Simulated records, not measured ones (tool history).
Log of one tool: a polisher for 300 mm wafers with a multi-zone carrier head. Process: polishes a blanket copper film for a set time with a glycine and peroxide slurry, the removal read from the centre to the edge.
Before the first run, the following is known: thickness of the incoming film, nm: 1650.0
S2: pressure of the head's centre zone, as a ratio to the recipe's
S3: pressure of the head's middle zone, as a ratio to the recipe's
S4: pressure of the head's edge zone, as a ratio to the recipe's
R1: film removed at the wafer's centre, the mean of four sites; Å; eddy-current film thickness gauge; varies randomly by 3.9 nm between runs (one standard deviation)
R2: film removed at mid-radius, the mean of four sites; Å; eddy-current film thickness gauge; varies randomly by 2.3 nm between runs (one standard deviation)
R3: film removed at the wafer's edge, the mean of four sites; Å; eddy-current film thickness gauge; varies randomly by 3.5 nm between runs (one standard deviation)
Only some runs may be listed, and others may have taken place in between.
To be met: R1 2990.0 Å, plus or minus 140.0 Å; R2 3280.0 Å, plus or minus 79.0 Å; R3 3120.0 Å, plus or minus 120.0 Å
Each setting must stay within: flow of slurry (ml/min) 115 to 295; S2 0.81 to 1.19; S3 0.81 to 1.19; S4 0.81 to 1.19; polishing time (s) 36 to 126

run 1 hour=0.0 | flow_of_slurry_(ml/min)=190 S2=1.00 S3=1.00 S4=1.00 polishing_time_(s)=81 | R1=4962.6 R2=5050.2 R3=5242.0
run 2 hour=6.9 | flow_of_slurry_(ml/min)=190 S2=0.94 S3=1.00 S4=1.00 polishing_time_(s)=81 | R1=4613.0 R2=5110.5 R3=5276.9
run 3 hour=11.2 | flow_of_slurry_(ml/min)=190 S2=0.94 S3=1.00 S4=1.00 polishing_time_(s)=69 | R1=3973.0 R2=4345.8 R3=4412.1
run 4 hour=14.6 | flow_of_slurry_(ml/min)=190 S2=0.93 S3=0.99 S4=0.97 polishing_time_(s)=65 | R1=3682.2 R2=4062.3 R3=4009.2
run 5 hour=18.6 | flow_of_slurry_(ml/min)=190 S2=0.93 S3=0.99 S4=1.01 polishing_time_(s)=65 | R1=3755.1 R2=4041.9 R3=4145.3
run 6 hour=21.2 | flow_of_slurry_(ml/min)=190 S2=0.92 S3=0.97 S4=0.97 polishing_time_(s)=63 | R1=3568.9 R2=3901.8 R3=4023.9
run 7 hour=26.4 | flow_of_slurry_(ml/min)=185 S2=0.92 S3=0.97 S4=0.95 polishing_time_(s)=60 | R1=3402.6 R2=3654.4 R3=3733.4
run 8 hour=33.8 | flow_of_slurry_(ml/min)=180 S2=0.92 S3=0.97 S4=0.93 polishing_time_(s)=59 | R1=3257.5 R2=3585.4 R3=3576.9
run 9 hour=35.9 | flow_of_slurry_(ml/min)=170 S2=0.93 S3=0.97 S4=0.91 polishing_time_(s)=59 | R1=3316.4 R2=3529.8 R3=3522.2
-- hour=39.7 slurry nozzle cleaned
run 10 hour=39.7 | flow_of_slurry_(ml/min)=165 S2=0.92 S3=0.97 S4=0.89 polishing_time_(s)=59 | R1=3476.0 R2=3741.4 R3=3605.4
run 11 hour=42.3 | flow_of_slurry_(ml/min)=165 S2=0.91 S3=0.96 S4=0.88 polishing_time_(s)=57 | R1=3296.5 R2=3567.6 R3=3459.9

4 candidate next runs follow, results not yet known. Just one meets every target within its allowed miss. Identify it.
run A hour=44.9 | flow_of_slurry_(ml/min)=200 S2=0.90 S3=0.90 S4=0.85 polishing_time_(s)=51 | R1=? R2=? R3=?
run B hour=44.9 | flow_of_slurry_(ml/min)=115 S2=0.95 S3=1.03 S4=0.89 polishing_time_(s)=53 | R1=? R2=? R3=?
run C hour=44.9 | flow_of_slurry_(ml/min)=180 S2=0.95 S3=0.95 S4=0.94 polishing_time_(s)=49 | R1=? R2=? R3=?
run D hour=44.9 | flow_of_slurry_(ml/min)=180 S2=0.87 S3=1.09 S4=0.81 polishing_time_(s)=48 | R1=? R2=? R3=?

move=A R1=2985.7 R2=3127.9 R3=3093.0
move=B R1=2956.5 R2=3319.3 R3=3066.9
move=C R1=2981.3 R2=3097.0 R3=3076.4
move=D R1=2675.1 R2=3410.2 R3=2812.3
A: carries the result that was furthest off beyond its target, to the other side
B: in spec on every target
C: carries the result that was furthest off beyond its target, to the other side
D: nearer the targets than the last run, but a result is still out of spec
B is the move that brings every result within its allowed miss.
